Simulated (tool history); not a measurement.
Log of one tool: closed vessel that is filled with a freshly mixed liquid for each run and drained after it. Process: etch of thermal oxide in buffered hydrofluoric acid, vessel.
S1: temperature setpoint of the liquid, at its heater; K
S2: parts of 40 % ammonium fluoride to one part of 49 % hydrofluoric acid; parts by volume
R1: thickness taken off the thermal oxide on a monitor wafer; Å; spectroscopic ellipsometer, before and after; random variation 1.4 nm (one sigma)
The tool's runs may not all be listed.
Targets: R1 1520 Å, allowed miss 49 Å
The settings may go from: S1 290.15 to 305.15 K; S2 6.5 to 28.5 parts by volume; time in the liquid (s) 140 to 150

run 1 hour=0 | S1=297.15 S2=17.5 time_in_the_liquid_(s)=140 | R1=923.49
run 2 hour=4.8 | S1=297.15 S2=17.5 time_in_the_liquid_(s)=140 | R1=916.51
run 3 hour=11 | S1=297.15 S2=17.5 time_in_the_liquid_(s)=140 | R1=917.32
run 4 hour=15.3 | S1=299.15 S2=17 time_in_the_liquid_(s)=140 | R1=1054.8
run 5 hour=17.9 | S1=299.15 S2=13 time_in_the_liquid_(s)=140 | R1=1367.8
run 6 hour=25.6 | S1=299.15 S2=13 time_in_the_liquid_(s)=140 | R1=1389
run 7 hour=32.8 | S1=299.65 S2=13 time_in_the_liquid_(s)=140 | R1=1413.5
run 8 hour=40.4 | S1=300.15 S2=13 time_in_the_liquid_(s)=140 | R1=1432.4

4 next moves are on the table. One of them brings every result within its allowed miss. Which?
run A hour=48 | S1=303.15 S2=16.5 time_in_the_liquid_(s)=145 | R1=?
run B hour=48 | S1=301.15 S2=15 time_in_the_liquid_(s)=140 | R1=?
run C hour=48 | S1=299.15 S2=13 time_in_the_liquid_(s)=145 | R1=?
run D hour=48 | S1=301.65 S2=14 time_in_the_liquid_(s)=145 | R1=?

move=A R1=1407.8
move=B R1=1342.6
move=C R1=1437.4
move=D R1=1527.9
A: further off than the last run
B: further off than the last run
C: nearer than the last run, and not there yet
D: meets every target
Answer: D
